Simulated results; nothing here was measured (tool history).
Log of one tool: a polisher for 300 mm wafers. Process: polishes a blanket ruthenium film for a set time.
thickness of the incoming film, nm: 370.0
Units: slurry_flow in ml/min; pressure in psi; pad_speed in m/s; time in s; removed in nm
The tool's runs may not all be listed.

Run 1, hour 0: slurry_flow 320 ml/min, pressure 2.2 psi, pad_speed 0.94 m/s, time 89 s. Result: removed 92.76 nm.
Run 2, hour 5: slurry_flow 320 ml/min, pressure 1.8 psi, pad_speed 0.92 m/s, time 89 s. Result: removed 77.394 nm.
Run 3, hour 10: slurry_flow 320 ml/min, pressure 1.8 psi, pad_speed 0.92 m/s, time 89 s. Result: removed 77.061 nm.
Run 4, hour 11.3: slurry_flow 320 ml/min, pressure 1.8 psi, pad_speed 1.14 m/s, time 89 s. Result: removed 96.07 nm.
Run 5, hour 19.6: slurry_flow 255 ml/min, pressure 1.8 psi, pad_speed 1.14 m/s, time 89 s. Result: removed 93.342 nm.
Run 6, hour 23.8: slurry_flow 255 ml/min, pressure 1.8 psi, pad_speed 0.98 m/s, time 89 s. Result: removed 79.978 nm.
Run 7, hour 27: slurry_flow 255 ml/min, pressure 1.5 psi, pad_speed 0.96 m/s, time 89 s. Result: removed 69.347 nm.

The next listed run, before its measurement:
Run 8, hour 31.4: slurry_flow 255 ml/min, pressure 1.3 psi, pad_speed 0.94 m/s, time 89 s. Result: removed ?.

Run 8 gave removed 60.825 nm.

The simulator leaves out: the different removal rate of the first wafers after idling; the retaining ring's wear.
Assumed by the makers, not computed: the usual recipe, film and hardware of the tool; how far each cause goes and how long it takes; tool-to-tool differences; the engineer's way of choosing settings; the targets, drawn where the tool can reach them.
